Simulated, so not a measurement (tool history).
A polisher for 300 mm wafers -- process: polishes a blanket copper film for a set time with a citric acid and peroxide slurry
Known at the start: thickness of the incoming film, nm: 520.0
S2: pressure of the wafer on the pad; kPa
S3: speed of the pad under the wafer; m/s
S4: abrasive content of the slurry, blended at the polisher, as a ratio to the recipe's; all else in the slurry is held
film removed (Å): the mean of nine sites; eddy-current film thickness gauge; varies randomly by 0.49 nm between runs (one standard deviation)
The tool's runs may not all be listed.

Run 1, day 0.000: flow of slurry (ml/min) 135, S2 20.0 kPa, S3 0.82 m/s, S4 1.0, polishing time (s) 48. Result: film removed (Å) 734.65.
Run 2, day 0.296: flow of slurry (ml/min) 135, S2 18.6 kPa, S3 0.82 m/s, S4 1.0, polishing time (s) 48. Result: film removed (Å) 678.83.
Run 3, day 0.646: flow of slurry (ml/min) 135, S2 17.2 kPa, S3 0.82 m/s, S4 1.0, polishing time (s) 48. Result: film removed (Å) 623.64.
Run 4, day 1.021: flow of slurry (ml/min) 135, S2 16.5 kPa, S3 0.82 m/s, S4 1.0, polishing time (s) 48. Result: film removed (Å) 615.78.
Run 5, day 1.388: flow of slurry (ml/min) 135, S2 15.9 kPa, S3 0.82 m/s, S4 1.0, polishing time (s) 48. Result: film removed (Å) 584.82.
Run 6, day 1.471: flow of slurry (ml/min) 135, S2 15.9 kPa, S3 0.82 m/s, S4 1.0, polishing time (s) 48. Result: film removed (Å) 578.82.

Estimate the outcome of run 7 from the log above:
Run 7, day 1.571: flow of slurry (ml/min) 135, S2 15.2 kPa, S3 0.82 m/s, S4 1.0, polishing time (s) 48. Result: film removed (Å) ?.

Logged for run 7: film removed (Å) 553.19.
